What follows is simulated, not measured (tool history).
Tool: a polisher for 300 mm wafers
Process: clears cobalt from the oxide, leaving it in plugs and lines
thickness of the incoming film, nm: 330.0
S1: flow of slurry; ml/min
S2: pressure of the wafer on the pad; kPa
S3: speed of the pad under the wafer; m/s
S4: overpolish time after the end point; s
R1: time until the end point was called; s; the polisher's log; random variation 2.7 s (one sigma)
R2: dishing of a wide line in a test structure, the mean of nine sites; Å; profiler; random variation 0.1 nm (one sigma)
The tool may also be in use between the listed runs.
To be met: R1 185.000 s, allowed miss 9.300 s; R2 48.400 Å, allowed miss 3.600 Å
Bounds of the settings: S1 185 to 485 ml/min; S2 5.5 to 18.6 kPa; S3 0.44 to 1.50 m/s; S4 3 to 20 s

Run 1, hour 0.0: S1 310 ml/min, S2 11.7 kPa, S3 0.96 m/s, S4 10 s. Result: R1 66.666 s, R2 296.240 Å.
Run 2, hour 3.4: S1 270 ml/min, S2 9.7 kPa, S3 0.80 m/s, S4 8 s. Result: R1 93.681 s, R2 213.440 Å.
Run 3, hour 10.0: S1 270 ml/min, S2 9.7 kPa, S3 0.80 m/s, S4 12 s. Result: R1 96.224 s, R2 282.910 Å.
Run 4, hour 13.0: S1 330 ml/min, S2 9.7 kPa, S3 0.80 m/s, S4 12 s. Result: R1 92.161 s, R2 283.430 Å.
Run 5, hour 17.0: S1 330 ml/min, S2 8.3 kPa, S3 0.80 m/s, S4 12 s. Result: R1 101.610 s, R2 273.590 Å.
Run 6, hour 23.5: S1 285 ml/min, S2 7.6 kPa, S3 0.68 m/s, S4 9 s. Result: R1 124.680 s, R2 182.850 Å.
Run 7, hour 30.2: S1 255 ml/min, S2 6.9 kPa, S3 0.60 m/s, S4 7 s. Result: R1 147.810 s, R2 123.580 Å.
Run 8, hour 32.1: S1 235 ml/min, S2 6.2 kPa, S3 0.56 m/s, S4 6 s. Result: R1 172.670 s, R2 98.668 Å.
Run 9, hour 39.7: S1 220 ml/min, S2 6.2 kPa, S3 0.52 m/s, S4 5 s. Result: R1 182.100 s, R2 76.860 Å.
Run 10, hour 42.4: S1 210 ml/min, S2 6.2 kPa, S3 0.50 m/s, S4 4 s. Result: R1 192.030 s, R2 62.021 Å.
Run 11, hour 48.6: S1 200 ml/min, S2 6.9 kPa, S3 0.48 m/s, S4 4 s. Result: R1 192.350 s, R2 62.998 Å.
Run 12, hour 52.3: S1 195 ml/min, S2 7.6 kPa, S3 0.46 m/s, S4 4 s. Result: R1 194.940 s, R2 61.896 Å.
Run 13, hour 58.9: S1 190 ml/min, S2 8.3 kPa, S3 0.46 m/s, S4 4 s. Result: R1 182.320 s, R2 63.388 Å.
Run 14, hour 66.6: S1 185 ml/min, S2 7.6 kPa, S3 0.44 m/s, S4 3 s. Result: R1 200.720 s, R2 44.116 Å.
At hour 72.1: head pressure recalibrated.
Run 15, hour 72.1: S1 195 ml/min, S2 7.6 kPa, S3 0.44 m/s, S4 3 s. Result: R1 204.730 s, R2 43.963 Å.
Run 16, hour 80.1: S1 195 ml/min, S2 7.6 kPa, S3 0.46 m/s, S4 3 s. Result: R1 197.800 s, R2 46.001 Å.

4 next moves are on the table. One of them brings every result within its allowed miss. Which?
Run A, hour 88.1: S1 235 ml/min, S2 7.6 kPa, S3 0.48 m/s, S4 3 s. Result: R1 ?, R2 ?.
Run B, hour 88.1: S1 210 ml/min, S2 6.9 kPa, S3 0.44 m/s, S4 3 s. Result: R1 ?, R2 ?.
Run C, hour 88.1: S1 210 ml/min, S2 7.6 kPa, S3 0.44 m/s, S4 3 s. Result: R1 ?, R2 ?.
Run D, hour 88.1: S1 215 ml/min, S2 6.2 kPa, S3 0.46 m/s, S4 3 s. Result: R1 ?, R2 ?.

move       R1      R2
   A  185.710  49.573
   B  215.300  43.041
   C  204.740  45.164
   D  216.980  42.722
A: meets every target
B: further off than the last run
C: further off than the last run
D: further off than the last run
Answer: A
